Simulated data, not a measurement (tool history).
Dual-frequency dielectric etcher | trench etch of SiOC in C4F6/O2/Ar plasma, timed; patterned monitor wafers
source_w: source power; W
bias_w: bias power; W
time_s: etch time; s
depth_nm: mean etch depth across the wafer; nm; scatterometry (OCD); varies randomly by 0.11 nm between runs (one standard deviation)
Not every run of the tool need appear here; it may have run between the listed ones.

run  hour  source_w  bias_w  time_s  depth_nm
  1   0.0       270     241    10.5    20.717
  2   4.0       250     236    10.5    20.227
  3   4.8       280     236    10.5    20.648
  4   7.0       280     236    10.5    20.761
  5   9.9       280     259    10.5    22.050
  6  13.5       280     275    10.5    22.599
  7  22.0       250     258    10.5    20.954
  8  27.1       230     251    10.5    20.172
  9  33.3       230     251    10.5    20.358

What will run 10 give?
 10  40.5       210     243    10.5         ?

{"run 10": {"depth_nm": 19.464}}
